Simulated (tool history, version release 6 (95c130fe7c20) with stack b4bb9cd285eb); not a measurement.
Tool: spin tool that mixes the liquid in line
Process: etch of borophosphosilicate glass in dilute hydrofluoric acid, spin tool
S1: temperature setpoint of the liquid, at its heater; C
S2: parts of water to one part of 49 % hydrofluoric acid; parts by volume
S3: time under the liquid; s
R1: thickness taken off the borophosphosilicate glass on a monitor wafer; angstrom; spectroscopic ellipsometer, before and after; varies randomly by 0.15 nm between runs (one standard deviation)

run 1 hour=0.0 | S1=21.0 S2=90 S3=70 | R1=312.41
run 2 hour=4.6 | S1=19.0 S2=90 S3=70 | R1=291.40
run 3 hour=5.1 | S1=18.5 S2=105 S3=70 | R1=238.98
run 4 hour=9.3 | S1=18.5 S2=90 S3=70 | R1=283.04
run 5 hour=15.8 | S1=21.5 S2=90 S3=70 | R1=319.86
run 6 hour=21.2 | S1=23.5 S2=90 S3=70 | R1=347.93
run 7 hour=29.0 | S1=21.5 S2=105 S3=70 | R1=270.49
run 8 hour=32.6 | S1=20.0 S2=115 S3=70 | R1=232.59
run 9 hour=40.9 | S1=19.0 S2=120 S3=70 | R1=210.23
run 10 hour=44.0 | S1=18.5 S2=125 S3=70 | R1=196.01

Forecast run 11:
run 11 hour=45.8 | S1=18.0 S2=130 S3=70 | R1=?

R1: 184.44 angstrom
